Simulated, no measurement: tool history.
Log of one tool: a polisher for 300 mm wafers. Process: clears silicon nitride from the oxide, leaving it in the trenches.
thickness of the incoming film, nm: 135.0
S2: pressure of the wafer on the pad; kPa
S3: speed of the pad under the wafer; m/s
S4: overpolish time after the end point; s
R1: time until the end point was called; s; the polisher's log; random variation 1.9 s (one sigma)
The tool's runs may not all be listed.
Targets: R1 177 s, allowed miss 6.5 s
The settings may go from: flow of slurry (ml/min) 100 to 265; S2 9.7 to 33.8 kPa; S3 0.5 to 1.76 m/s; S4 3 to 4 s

run 1 hour=0 | flow_of_slurry_(ml/min)=170 S2=21.4 S3=1.12 S4=4 | R1=111.07
run 2 hour=3.3 | flow_of_slurry_(ml/min)=170 S2=16.5 S3=1.12 S4=4 | R1=139.35
run 3 hour=11.6 | flow_of_slurry_(ml/min)=170 S2=14.5 S3=1.12 S4=4 | R1=162.62
run 4 hour=14 | flow_of_slurry_(ml/min)=170 S2=14.5 S3=1.12 S4=4 | R1=165.74
-- hour=17.2 worn pad replaced by a new one
run 5 hour=17.2 | flow_of_slurry_(ml/min)=165 S2=13.8 S3=1.12 S4=4 | R1=159.54
run 6 hour=22 | flow_of_slurry_(ml/min)=170 S2=13.8 S3=1.12 S4=4 | R1=156.85
run 7 hour=24.1 | flow_of_slurry_(ml/min)=165 S2=13.1 S3=1.12 S4=4 | R1=165.26
run 8 hour=30.4 | flow_of_slurry_(ml/min)=145 S2=11.7 S3=1.12 S4=4 | R1=190.46

5 next moves are on the table. One of them brings every result within its allowed miss. Which?
run A hour=36.7 | flow_of_slurry_(ml/min)=150 S2=13.1 S3=1.18 S4=4 | R1=?
run B hour=36.7 | flow_of_slurry_(ml/min)=155 S2=13.1 S3=1.2 S4=3 | R1=?
run C hour=36.7 | flow_of_slurry_(ml/min)=145 S2=13.1 S3=0.98 S4=4 | R1=?
run D hour=36.7 | flow_of_slurry_(ml/min)=150 S2=12.4 S3=1.02 S4=4 | R1=?
run E hour=36.7 | flow_of_slurry_(ml/min)=135 S2=10.3 S3=1.4 S4=4 | R1=?

move=A R1=161.44
move=B R1=158.03
move=C R1=191.67
move=D R1=193.48
move=E R1=176.85
A: takes the result that was furthest off past its target
B: takes the result that was furthest off past its target
C: further off than the last run
D: further off than the last run
E: meets every target
The right move is E.
